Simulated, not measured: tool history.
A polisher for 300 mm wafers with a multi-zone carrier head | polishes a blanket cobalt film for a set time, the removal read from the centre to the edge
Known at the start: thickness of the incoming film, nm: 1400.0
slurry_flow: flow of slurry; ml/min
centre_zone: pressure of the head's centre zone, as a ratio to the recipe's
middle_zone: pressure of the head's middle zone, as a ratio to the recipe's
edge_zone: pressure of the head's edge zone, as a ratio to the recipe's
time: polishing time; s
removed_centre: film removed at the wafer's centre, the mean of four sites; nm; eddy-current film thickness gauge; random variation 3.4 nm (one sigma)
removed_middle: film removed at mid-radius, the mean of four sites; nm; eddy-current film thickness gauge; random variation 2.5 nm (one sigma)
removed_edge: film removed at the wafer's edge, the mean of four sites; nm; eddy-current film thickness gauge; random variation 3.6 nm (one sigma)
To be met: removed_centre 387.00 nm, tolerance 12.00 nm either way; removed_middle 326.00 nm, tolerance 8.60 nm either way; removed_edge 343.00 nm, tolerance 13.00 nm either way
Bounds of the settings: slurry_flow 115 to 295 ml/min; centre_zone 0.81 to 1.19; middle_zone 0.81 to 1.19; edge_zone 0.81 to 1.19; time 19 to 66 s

run	hour	slurry_flow	centre_zone	middle_zone	edge_zone	time	removed_centre	removed_middle	removed_edge
1	0.0	190	1.00	1.00	1.00	42	285.77	283.83	286.27
2	7.3	190	1.00	0.93	1.00	42	281.31	268.62	280.38
3	9.1	200	1.02	0.95	1.02	42	289.75	274.10	285.59
4	11.1	205	1.04	0.96	1.04	43	308.52	285.60	295.08
5	18.2	210	1.05	0.96	1.06	44	315.02	293.05	312.25
6	24.7	215	1.07	0.97	1.07	44	319.95	291.95	311.43
7	33.5	220	1.09	0.98	1.07	44	328.63	295.47	315.58
8	41.2	225	1.10	0.99	1.07	44	331.39	301.81	311.37
9	44.8	230	1.11	0.99	1.08	44	335.07	302.41	314.32
10	48.4	235	1.12	0.99	1.08	44	341.26	307.90	313.83
11	54.5	240	1.13	0.99	1.09	44	349.69	302.60	322.93
12	55.1	245	1.14	1.00	1.09	44	350.07	311.26	320.74
13	56.4	250	1.15	1.00	1.09	44	353.87	308.91	325.65
14	57.3	255	1.16	1.00	1.09	44	357.94	310.77	319.52
15	64.2	255	1.16	1.00	1.10	44	356.69	311.80	321.46
16	68.0	260	1.18	0.99	1.11	45	375.34	312.04	328.37

Below are 5 possible settings for the next run. Only one of them brings all results inside the allowed miss of their targets. Which is it?
A	71.8	245	1.16	1.03	1.08	48	?	?	?
B	71.8	255	1.06	1.02	1.19	49	?	?	?
C	71.8	200	1.15	1.01	1.04	50	?	?	?
D	71.8	295	1.11	1.04	1.07	47	?	?	?
E	71.8	290	1.13	0.94	1.06	48	?	?	?

move	removed_centre	removed_middle	removed_edge
A	387.59	338.96	345.78
B	363.27	344.97	372.42
C	387.67	337.57	346.13
D	371.60	341.79	342.36
E	385.37	319.96	348.01
A: pushes the last run's worst result past its target
B: pushes the last run's worst result past its target
C: pushes the last run's worst result past its target
D: pushes the last run's worst result past its target
E: every result within its allowed miss
Correct choice: E, which meets every target
